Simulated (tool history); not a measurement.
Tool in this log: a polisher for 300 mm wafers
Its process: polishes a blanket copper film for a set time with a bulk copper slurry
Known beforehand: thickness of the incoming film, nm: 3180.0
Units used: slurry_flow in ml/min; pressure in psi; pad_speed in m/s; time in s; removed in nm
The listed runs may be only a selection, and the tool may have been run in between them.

{"run": 1, "hour": 0.0, "slurry_flow": 240, "pressure": 2.0, "pad_speed": 1.32, "slurry_solids": 1.0, "time": 86, "removed": 657.24}
{"run": 2, "hour": 7.0, "slurry_flow": 240, "pressure": 1.8, "pad_speed": 1.3, "slurry_solids": 1.0, "time": 86, "removed": 606.71}
{"run": 3, "hour": 11.0, "slurry_flow": 240, "pressure": 1.8, "pad_speed": 1.3, "slurry_solids": 1.05, "time": 86, "removed": 604.5}
{"run": 4, "hour": 17.9, "slurry_flow": 180, "pressure": 1.8, "pad_speed": 1.3, "slurry_solids": 1.05, "time": 86, "removed": 567.67}
{"run": 5, "hour": 25.3, "slurry_flow": 175, "pressure": 1.7, "pad_speed": 1.3, "slurry_solids": 1.05, "time": 86, "removed": 534.81}
{"run": 6, "hour": 34.1, "slurry_flow": 175, "pressure": 1.7, "pad_speed": 1.3, "slurry_solids": 1.05, "time": 86, "removed": 544.84}
{"run": 7, "hour": 41.4, "slurry_flow": 175, "pressure": 1.6, "pad_speed": 1.3, "slurry_solids": 1.05, "time": 86, "removed": 492.17}

Forecast run 8:
{"run": 8, "hour": 48.9, "slurry_flow": 170, "pressure": 1.6, "pad_speed": 1.3, "slurry_solids": 1.05, "time": 86, "removed": "?"}

Run 8 came out at removed 506.64 nm.
